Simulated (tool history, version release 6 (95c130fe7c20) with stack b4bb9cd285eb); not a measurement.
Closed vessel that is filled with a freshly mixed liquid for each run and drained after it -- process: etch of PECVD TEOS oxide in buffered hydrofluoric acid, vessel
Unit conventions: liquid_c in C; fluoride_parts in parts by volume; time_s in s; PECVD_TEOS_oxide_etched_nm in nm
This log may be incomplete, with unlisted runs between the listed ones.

run	day	liquid_c	fluoride_parts	time_s	PECVD_TEOS_oxide_etched_nm
1	0	21	12	100	157.68
2	0.138	21	11	100	175.81
3	0.262	21	14	100	138.01
4	0.321	21	12.5	100	152.58
5	0.512	20.5	12.5	100	148.45
6	0.688	20.5	12.5	100	149.96

Run 7 is up next; what results do you expect?
7	0.712	20	12.5	100	?

{"run 7": {"PECVD_TEOS_oxide_etched_nm": 143.64}}
